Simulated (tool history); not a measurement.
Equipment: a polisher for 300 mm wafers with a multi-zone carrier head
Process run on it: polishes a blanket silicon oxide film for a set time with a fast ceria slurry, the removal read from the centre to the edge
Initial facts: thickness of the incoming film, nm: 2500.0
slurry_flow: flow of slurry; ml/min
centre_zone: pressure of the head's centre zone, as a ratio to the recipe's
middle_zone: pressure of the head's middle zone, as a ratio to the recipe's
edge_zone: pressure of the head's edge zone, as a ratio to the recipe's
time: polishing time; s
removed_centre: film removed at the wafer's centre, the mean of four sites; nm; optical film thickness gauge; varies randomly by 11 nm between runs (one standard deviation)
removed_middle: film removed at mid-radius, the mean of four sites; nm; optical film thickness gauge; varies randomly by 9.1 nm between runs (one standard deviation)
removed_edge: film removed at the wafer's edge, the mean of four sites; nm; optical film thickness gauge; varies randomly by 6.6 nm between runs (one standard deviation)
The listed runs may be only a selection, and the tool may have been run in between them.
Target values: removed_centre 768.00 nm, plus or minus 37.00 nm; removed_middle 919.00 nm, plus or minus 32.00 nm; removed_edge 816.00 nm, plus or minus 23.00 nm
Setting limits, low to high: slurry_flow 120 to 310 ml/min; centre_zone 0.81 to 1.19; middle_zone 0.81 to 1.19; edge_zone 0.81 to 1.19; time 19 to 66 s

run,hour,slurry_flow,centre_zone,middle_zone,edge_zone,time,removed_centre,removed_middle,removed_edge
1,0.0,200,1.00,1.00,1.00,42,614.41,600.82,585.76
2,1.0,235,1.00,1.00,1.00,42,630.41,629.02,599.13
3,4.9,235,1.04,1.00,1.00,42,648.33,624.87,594.48
4,13.2,245,1.02,1.03,1.03,44,674.35,671.05,631.91
5,17.6,250,1.00,1.05,1.04,46,673.06,701.95,674.31
6,20.0,260,1.00,1.08,1.04,48,722.06,754.07,702.27
7,27.6,265,0.99,1.10,1.04,49,717.40,784.20,717.40
8,33.8,270,0.99,1.12,1.05,50,750.14,821.14,735.89

Exercise: of the 4 proposed moves below, exactly one satisfies all targets within the stated allowed misses. Which move is it?
A,40.0,230,1.07,1.00,1.02,47,?,?,?
B,40.0,290,0.95,1.18,1.08,54,?,?,?
C,40.0,220,0.98,0.84,1.13,53,?,?,?
D,40.0,225,0.90,0.95,1.06,55,?,?,?

move,removed_centre,removed_middle,removed_edge
A,732.84,698.47,676.00
B,777.99,943.33,813.89
C,755.38,683.45,800.28
D,727.48,783.13,804.88
A: lands further from the targets than the last run did
B: every result within its allowed miss
C: corrects the largest miss of the last run, while another result sits out of spec
D: corrects the largest miss of the last run, while another result sits out of spec
B is the move that brings every result within its allowed miss.

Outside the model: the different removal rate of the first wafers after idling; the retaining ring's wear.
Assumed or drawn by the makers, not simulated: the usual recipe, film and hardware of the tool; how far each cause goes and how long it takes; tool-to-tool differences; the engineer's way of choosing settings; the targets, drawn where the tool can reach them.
